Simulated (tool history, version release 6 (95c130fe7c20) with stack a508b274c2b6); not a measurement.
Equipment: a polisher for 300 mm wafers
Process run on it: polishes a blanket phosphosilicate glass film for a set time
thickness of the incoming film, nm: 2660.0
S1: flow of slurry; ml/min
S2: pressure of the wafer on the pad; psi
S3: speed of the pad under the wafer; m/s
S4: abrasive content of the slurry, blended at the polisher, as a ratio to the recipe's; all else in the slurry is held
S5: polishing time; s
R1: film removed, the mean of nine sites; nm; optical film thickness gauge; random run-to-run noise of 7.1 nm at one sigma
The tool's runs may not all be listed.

run,hour,S1,S2,S3,S4,S5,R1
1,0.0,275,3.9,1.24,1.0,44,598.64
2,4.0,240,3.9,1.24,1.0,44,587.65
3,11.7,240,3.9,1.06,1.0,44,543.25
4,15.7,285,3.9,1.06,1.0,44,560.68
5,19.4,295,4.1,1.06,1.0,44,591.42
6,24.2,295,4.1,1.06,1.0,39,512.83

Run 7 has not been measured yet. What should we expect?
7,30.4,295,4.4,1.06,1.0,39,?

Run 7 yielded R1 545.55 nm.
